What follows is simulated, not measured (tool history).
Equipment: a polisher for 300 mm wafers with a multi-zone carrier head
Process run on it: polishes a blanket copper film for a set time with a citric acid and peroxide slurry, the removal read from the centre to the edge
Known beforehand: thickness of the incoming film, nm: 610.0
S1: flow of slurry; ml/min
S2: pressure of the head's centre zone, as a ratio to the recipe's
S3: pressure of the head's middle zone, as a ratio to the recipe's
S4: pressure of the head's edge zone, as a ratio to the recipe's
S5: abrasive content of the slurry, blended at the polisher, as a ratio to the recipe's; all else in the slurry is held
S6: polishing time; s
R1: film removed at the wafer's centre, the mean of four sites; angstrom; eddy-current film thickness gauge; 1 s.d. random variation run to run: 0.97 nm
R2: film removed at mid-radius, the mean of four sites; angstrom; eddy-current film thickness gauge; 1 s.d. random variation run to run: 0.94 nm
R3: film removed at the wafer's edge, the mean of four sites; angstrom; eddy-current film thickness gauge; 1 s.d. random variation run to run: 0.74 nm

| run | hour | S1 | S2 | S3 | S4 | S5 | S6 | R1 | R2 | R3 |
|---|---|---|---|---|---|---|---|---|---|---|
| 1 | 0.0 | 145 | 1.00 | 1.00 | 1.00 | 1.00 | 35 | 485.33 | 496.78 | 487.56 |
| 2 | 1.0 | 145 | 1.00 | 1.06 | 1.00 | 1.00 | 35 | 477.93 | 537.12 | 496.47 |
| 3 | 3.5 | 150 | 1.02 | 1.05 | 1.02 | 1.05 | 36 | 527.93 | 521.32 | 515.28 |
| 4 | 10.4 | 150 | 1.02 | 1.05 | 1.02 | 0.90 | 36 | 502.99 | 518.60 | 501.68 |
| 5 | 11.8 | 150 | 1.02 | 1.06 | 1.03 | 0.95 | 37 | 510.10 | 556.99 | 525.24 |
| 6 | 12.4 | 150 | 1.02 | 1.06 | 1.09 | 0.95 | 37 | 512.64 | 540.16 | 541.70 |
| 7 | 18.4 | 155 | 1.03 | 1.07 | 1.10 | 1.00 | 37 | 531.74 | 548.99 | 548.21 |
| 8 | 22.5 | 155 | 1.04 | 1.07 | 1.11 | 1.05 | 38 | 546.27 | 598.28 | 571.59 |
|  | 24.6 | worn pad replaced by a new one |
| 9 | 24.6 | 160 | 1.05 | 1.05 | 1.12 | 1.10 | 39 | 637.20 | 666.83 | 650.81 |

Forecast run 10:
| 10 | 28.5 | 165 | 1.06 | 1.04 | 1.12 | 1.10 | 39 | ? | ? | ? |

R1: 658.05 angstrom
R2: 667.97 angstrom
R3: 647.18 angstrom

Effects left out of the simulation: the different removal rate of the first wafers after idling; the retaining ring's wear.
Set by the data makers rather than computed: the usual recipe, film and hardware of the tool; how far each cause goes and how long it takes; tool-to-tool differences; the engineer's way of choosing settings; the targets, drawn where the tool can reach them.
